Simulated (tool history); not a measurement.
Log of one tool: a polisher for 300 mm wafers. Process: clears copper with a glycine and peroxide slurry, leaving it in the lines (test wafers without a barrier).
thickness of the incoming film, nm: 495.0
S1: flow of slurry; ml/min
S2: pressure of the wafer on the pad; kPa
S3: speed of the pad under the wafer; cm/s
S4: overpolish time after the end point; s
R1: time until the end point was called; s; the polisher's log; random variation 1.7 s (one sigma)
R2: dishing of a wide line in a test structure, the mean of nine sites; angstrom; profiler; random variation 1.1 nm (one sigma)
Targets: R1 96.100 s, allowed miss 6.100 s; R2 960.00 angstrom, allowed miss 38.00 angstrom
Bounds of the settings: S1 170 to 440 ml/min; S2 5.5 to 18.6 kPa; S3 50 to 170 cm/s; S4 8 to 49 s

| run | hour | S1 | S2 | S3 | S4 | R1 | R2 |
|---|---|---|---|---|---|---|---|
| 1 | 0.0 | 280 | 11.7 | 110 | 25 | 96.565 | 692.35 |
| 2 | 4.0 | 280 | 11.7 | 98 | 25 | 104.050 | 653.24 |
| 3 | 9.3 | 280 | 12.4 | 98 | 28 | 103.430 | 730.77 |
| 4 | 11.6 | 280 | 12.4 | 110 | 28 | 95.151 | 771.54 |
| 5 | 19.8 | 280 | 12.4 | 108 | 30 | 96.610 | 799.22 |
| 6 | 25.5 | 280 | 11.0 | 108 | 30 | 105.720 | 744.50 |
| 7 | 33.4 | 280 | 11.7 | 108 | 32 | 102.440 | 806.11 |
| 8 | 35.1 | 280 | 12.4 | 108 | 33 | 97.819 | 830.00 |
| 9 | 37.0 | 280 | 12.4 | 108 | 33 | 97.539 | 848.81 |
| 10 | 42.8 | 280 | 12.4 | 108 | 34 | 95.804 | 854.81 |
| 11 | 50.1 | 280 | 12.4 | 108 | 36 | 99.523 | 898.74 |
| 12 | 53.3 | 280 | 13.1 | 108 | 37 | 93.391 | 910.40 |

Which of these 4 next moves meets every target?
| A | 56.5 | 275 | 10.3 | 106 | 48 | ? | ? |
| B | 56.5 | 335 | 13.8 | 94 | 34 | ? | ? |
| C | 56.5 | 300 | 14.5 | 96 | 39 | ? | ? |
| D | 56.5 | 250 | 10.3 | 106 | 49 | ? | ? |

| move | R1 | R2 |
|---|---|---|
| A | 108.820 | 958.09 |
| B | 96.376 | 874.72 |
| C | 92.878 | 968.31 |
| D | 109.820 | 963.50 |
A: brings the result that was furthest off to its target, and leaves another outside
B: further off than the last run
C: meets every target
D: brings the result that was furthest off to its target, and leaves another outside
Move C is the one to make.
